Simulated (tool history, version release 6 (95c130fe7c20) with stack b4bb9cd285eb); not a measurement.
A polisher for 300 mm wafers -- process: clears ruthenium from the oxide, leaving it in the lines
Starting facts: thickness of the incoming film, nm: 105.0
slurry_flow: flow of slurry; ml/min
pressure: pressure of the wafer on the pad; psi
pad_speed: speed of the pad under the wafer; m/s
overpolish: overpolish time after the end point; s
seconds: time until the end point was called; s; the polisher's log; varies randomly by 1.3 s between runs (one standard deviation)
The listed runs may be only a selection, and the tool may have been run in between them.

run 1 hour=0.0 | slurry_flow=235 pressure=1.9 pad_speed=0.76 overpolish=43 | seconds=124.68
run 2 hour=3.7 | slurry_flow=235 pressure=1.9 pad_speed=0.68 overpolish=43 | seconds=139.11
run 3 hour=9.5 | slurry_flow=235 pressure=2.2 pad_speed=0.70 overpolish=43 | seconds=114.74
run 4 hour=12.5 | slurry_flow=235 pressure=2.2 pad_speed=0.60 overpolish=43 | seconds=135.83
run 5 hour=19.0 | slurry_flow=235 pressure=1.8 pad_speed=0.60 overpolish=43 | seconds=160.14
run 6 hour=22.1 | slurry_flow=235 pressure=2.2 pad_speed=0.62 overpolish=43 | seconds=134.09

Predict the results of run 7:
run 7 hour=24.0 | slurry_flow=235 pressure=2.5 pad_speed=0.66 overpolish=43 | seconds=?

seconds: 112.78 s
